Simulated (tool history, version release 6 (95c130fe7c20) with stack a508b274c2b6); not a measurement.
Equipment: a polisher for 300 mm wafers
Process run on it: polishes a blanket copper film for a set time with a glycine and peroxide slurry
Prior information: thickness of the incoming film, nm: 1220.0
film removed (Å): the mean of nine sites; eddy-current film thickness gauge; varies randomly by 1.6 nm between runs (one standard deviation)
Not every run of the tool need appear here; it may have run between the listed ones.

run  hour  flow of slurry (ml/min)  pressure of the wafer on the pad (psi)  speed of the pad under the wafer (m/s)  polishing time (s)  film removed (Å)
  1     0                      265                                     2.1                                     1.1                  53            2221.5
  2     4                      265                                     2.1                                     1.3                  53            2580.6
  3   7.4                      210                                     2.1                                     1.3                  53            2477.7
  4   9.8                      210                                     2.1                                     1.3                  53            2551.4
  5  11.1                      210                                     2.1                                     1.3                  56            2665.3
  6  16.3                      210                                     2.1                                    1.08                  56            2320.1

Expected results for the next run?
  7  24.2                      210                                     2.1                                    1.08                  56                 ?

Run 7 yielded film removed (Å) 2275.
